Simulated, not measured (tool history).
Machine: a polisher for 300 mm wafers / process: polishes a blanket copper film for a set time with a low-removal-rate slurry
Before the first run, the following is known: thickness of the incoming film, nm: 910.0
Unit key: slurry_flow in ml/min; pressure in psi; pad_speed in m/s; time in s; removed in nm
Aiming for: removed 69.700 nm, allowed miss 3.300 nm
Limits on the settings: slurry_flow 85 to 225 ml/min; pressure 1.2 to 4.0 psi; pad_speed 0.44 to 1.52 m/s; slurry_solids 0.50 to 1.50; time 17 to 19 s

run,hour,slurry_flow,pressure,pad_speed,slurry_solids,time,removed
1,0.0,145,2.6,0.98,1.00,19,55.318
2,5.9,165,2.6,0.98,1.00,19,55.399
3,8.6,165,2.6,0.82,1.00,19,46.078
4,12.4,165,2.6,0.94,1.00,19,53.007
5,18.7,185,2.6,0.94,1.00,19,56.410
6,21.5,190,2.7,0.94,1.00,19,56.440
7,30.3,190,2.8,0.94,1.00,19,60.206
8,35.9,190,2.9,0.94,1.00,19,62.676
9,38.3,190,2.9,0.94,1.00,19,60.709
10,45.5,190,3.0,0.94,1.00,19,63.368
11,50.0,190,3.1,0.94,1.00,19,65.551

Exactly one of the 4 candidate moves below puts every result within its allowed miss. Which one?
A,54.5,170,2.8,1.22,1.30,17,?
B,54.5,195,3.0,0.94,0.90,19,?
C,54.5,220,3.0,0.90,1.05,19,?
D,54.5,215,2.6,1.06,0.80,19,?

move,removed
A,72.178
B,63.427
C,63.599
D,61.395
A: every result within its allowed miss
B: misses by more than the last run did
C: misses by more than the last run did
D: misses by more than the last run did
The move that meets every target is A.

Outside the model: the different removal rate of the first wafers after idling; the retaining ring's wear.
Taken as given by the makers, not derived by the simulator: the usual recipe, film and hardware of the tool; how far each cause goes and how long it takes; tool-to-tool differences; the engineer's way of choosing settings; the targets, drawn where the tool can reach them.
